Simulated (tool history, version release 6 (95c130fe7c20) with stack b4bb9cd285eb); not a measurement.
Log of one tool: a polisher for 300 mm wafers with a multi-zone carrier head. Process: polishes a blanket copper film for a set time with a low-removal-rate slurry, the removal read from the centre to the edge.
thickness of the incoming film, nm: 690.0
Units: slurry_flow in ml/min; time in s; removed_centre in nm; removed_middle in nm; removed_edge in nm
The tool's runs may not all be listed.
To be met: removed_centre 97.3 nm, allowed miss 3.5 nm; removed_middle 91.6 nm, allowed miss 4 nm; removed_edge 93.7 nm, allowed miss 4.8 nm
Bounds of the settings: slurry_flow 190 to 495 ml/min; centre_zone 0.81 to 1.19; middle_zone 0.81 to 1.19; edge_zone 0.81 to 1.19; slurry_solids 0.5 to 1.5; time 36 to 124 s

{"run": 1, "hour": 0.0, "slurry_flow": 320, "centre_zone": 1, "middle_zone": 1, "edge_zone": 1, "slurry_solids": 1, "time": 79, "removed_centre": 159.16, "removed_middle": 158.99, "removed_edge": 161.37}
{"run": 2, "hour": 4.2, "slurry_flow": 320, "centre_zone": 1, "middle_zone": 0.98, "edge_zone": 0.98, "slurry_solids": 0.9, "time": 72, "removed_centre": 142.62, "removed_middle": 143.66, "removed_edge": 144.43}
{"run": 3, "hour": 7.2, "slurry_flow": 320, "centre_zone": 1.06, "middle_zone": 0.98, "edge_zone": 0.98, "slurry_solids": 0.9, "time": 72, "removed_centre": 149.28, "removed_middle": 141.95, "removed_edge": 143.82}
{"run": 4, "hour": 16.2, "slurry_flow": 320, "centre_zone": 1.06, "middle_zone": 1.02, "edge_zone": 0.98, "slurry_solids": 0.9, "time": 72, "removed_centre": 147.45, "removed_middle": 145.67, "removed_edge": 142.55}
{"run": 5, "hour": 23.6, "slurry_flow": 320, "centre_zone": 1.06, "middle_zone": 1, "edge_zone": 0.97, "slurry_solids": 0.8, "time": 66, "removed_centre": 136.23, "removed_middle": 130.14, "removed_edge": 130.63}
{"run": 6, "hour": 30.8, "slurry_flow": 320, "centre_zone": 1.06, "middle_zone": 0.93, "edge_zone": 0.97, "slurry_solids": 0.8, "time": 66, "removed_centre": 136.09, "removed_middle": 127.01, "removed_edge": 125.83}
{"run": 7, "hour": 33.1, "slurry_flow": 315, "centre_zone": 1.05, "middle_zone": 0.91, "edge_zone": 0.98, "slurry_solids": 0.75, "time": 62, "removed_centre": 126.14, "removed_middle": 116.74, "removed_edge": 119.05}
{"run": 8, "hour": 34.2, "slurry_flow": 310, "centre_zone": 1.04, "middle_zone": 0.9, "edge_zone": 0.97, "slurry_solids": 0.7, "time": 59, "removed_centre": 116.09, "removed_middle": 110.82, "removed_edge": 113.1}
{"run": 9, "hour": 39.8, "slurry_flow": 310, "centre_zone": 1.04, "middle_zone": 0.89, "edge_zone": 0.96, "slurry_solids": 0.65, "time": 57, "removed_centre": 113.29, "removed_middle": 103.76, "removed_edge": 107.04}
{"run": 10, "hour": 41.9, "slurry_flow": 310, "centre_zone": 1.02, "middle_zone": 0.88, "edge_zone": 0.94, "slurry_solids": 0.6, "time": 57, "removed_centre": 107.54, "removed_middle": 100.4, "removed_edge": 106}
{"run": 11, "hour": 49.0, "slurry_flow": 310, "centre_zone": 1.02, "middle_zone": 0.89, "edge_zone": 0.92, "slurry_solids": 0.6, "time": 56, "removed_centre": 107.56, "removed_middle": 103.79, "removed_edge": 101.5}
{"run": 12, "hour": 52.2, "slurry_flow": 310, "centre_zone": 1.02, "middle_zone": 0.88, "edge_zone": 0.92, "slurry_solids": 0.6, "time": 55, "removed_centre": 106.22, "removed_middle": 98.694, "removed_edge": 101.94}
{"run": 13, "hour": 54.6, "slurry_flow": 310, "centre_zone": 1.01, "middle_zone": 0.88, "edge_zone": 0.9, "slurry_solids": 0.6, "time": 55, "removed_centre": 105.11, "removed_middle": 98.949, "removed_edge": 98.151}
{"run": 14, "hour": 57.3, "slurry_flow": 310, "centre_zone": 1, "middle_zone": 0.87, "edge_zone": 0.9, "slurry_solids": 0.6, "time": 55, "removed_centre": 104.69, "removed_middle": 98.404, "removed_edge": 99.855}
{"run": 15, "hour": 60.7, "slurry_flow": 310, "centre_zone": 0.99, "middle_zone": 0.86, "edge_zone": 0.89, "slurry_solids": 0.6, "time": 55, "removed_centre": 102.05, "removed_middle": 97.728, "removed_edge": 100.2}
{"run": 16, "hour": 62.4, "slurry_flow": 310, "centre_zone": 0.99, "middle_zone": 0.85, "edge_zone": 0.88, "slurry_solids": 0.6, "time": 55, "removed_centre": 102.11, "removed_middle": 96.964, "removed_edge": 100.33}
{"run": 17, "hour": 68.8, "slurry_flow": 310, "centre_zone": 0.99, "middle_zone": 0.85, "edge_zone": 0.87, "slurry_solids": 0.6, "time": 55, "removed_centre": 103.32, "removed_middle": 95.973, "removed_edge": 97.876}
{"run": 18, "hour": 70.2, "slurry_flow": 310, "centre_zone": 0.99, "middle_zone": 0.85, "edge_zone": 0.87, "slurry_solids": 0.6, "time": 55, "removed_centre": 102.38, "removed_middle": 95.779, "removed_edge": 99.191}
{"run": 19, "hour": 72.5, "slurry_flow": 310, "centre_zone": 0.99, "middle_zone": 0.85, "edge_zone": 0.87, "slurry_solids": 0.6, "time": 55, "removed_centre": 102.29, "removed_middle": 97.914, "removed_edge": 96.159}
{"run": 20, "hour": 78.3, "slurry_flow": 310, "centre_zone": 0.99, "middle_zone": 0.84, "edge_zone": 0.87, "slurry_solids": 0.6, "time": 55, "removed_centre": 102.81, "removed_middle": 97.204, "removed_edge": 97.798}
{"run": 21, "hour": 82.9, "slurry_flow": 310, "centre_zone": 0.99, "middle_zone": 0.83, "edge_zone": 0.87, "slurry_solids": 0.6, "time": 55, "removed_centre": 102.5, "removed_middle": 96.25, "removed_edge": 95.793}
{"run": 22, "hour": 87.6, "slurry_flow": 305, "centre_zone": 0.98, "middle_zone": 0.82, "edge_zone": 0.88, "slurry_solids": 0.55, "time": 55, "removed_centre": 101.6, "removed_middle": 96.695, "removed_edge": 100.09}
{"run": 23, "hour": 91.9, "slurry_flow": 305, "centre_zone": 0.98, "middle_zone": 0.81, "edge_zone": 0.84, "slurry_solids": 0.55, "time": 51, "removed_centre": 93.415, "removed_middle": 87.905, "removed_edge": 88.904}

5 next moves are on the table. One of them brings every result within its allowed miss. Which?
{"run": "A", "hour": 96.2, "slurry_flow": 285, "centre_zone": 1.06, "middle_zone": 0.81, "edge_zone": 1.07, "slurry_solids": 0.65, "time": 54, "removed_centre": "?", "removed_middle": "?", "removed_edge": "?"}
{"run": "B", "hour": 96.2, "slurry_flow": 355, "centre_zone": 0.95, "middle_zone": 0.81, "edge_zone": 1.08, "slurry_solids": 0.6, "time": 53, "removed_centre": "?", "removed_middle": "?", "removed_edge": "?"}
{"run": "C", "hour": 96.2, "slurry_flow": 325, "centre_zone": 1.04, "middle_zone": 0.81, "edge_zone": 0.94, "slurry_solids": 0.5, "time": 50, "removed_centre": "?", "removed_middle": "?", "removed_edge": "?"}
{"run": "D", "hour": 96.2, "slurry_flow": 300, "centre_zone": 1.03, "middle_zone": 0.89, "edge_zone": 0.92, "slurry_solids": 0.5, "time": 51, "removed_centre": "?", "removed_middle": "?", "removed_edge": "?"}
{"run": "E", "hour": 96.2, "slurry_flow": 355, "centre_zone": 1.07, "middle_zone": 0.81, "edge_zone": 0.85, "slurry_solids": 0.5, "time": 53, "removed_centre": "?", "removed_middle": "?", "removed_edge": "?"}

move=A removed_centre=106.18 removed_middle=93.988 removed_edge=108.15
move=B removed_centre=96.869 removed_middle=93.612 removed_edge=107.6
move=C removed_centre=95.86 removed_middle=86.098 removed_edge=92.72
move=D removed_centre=96.156 removed_middle=91.116 removed_edge=92.981
move=E removed_centre=104.97 removed_middle=92.021 removed_edge=94.458
A: takes the result that was furthest off past its target
B: brings the result that was furthest off to its target, and leaves another outside
C: brings the result that was furthest off to its target, and leaves another outside
D: meets every target
E: takes the result that was furthest off past its target
Answer: D

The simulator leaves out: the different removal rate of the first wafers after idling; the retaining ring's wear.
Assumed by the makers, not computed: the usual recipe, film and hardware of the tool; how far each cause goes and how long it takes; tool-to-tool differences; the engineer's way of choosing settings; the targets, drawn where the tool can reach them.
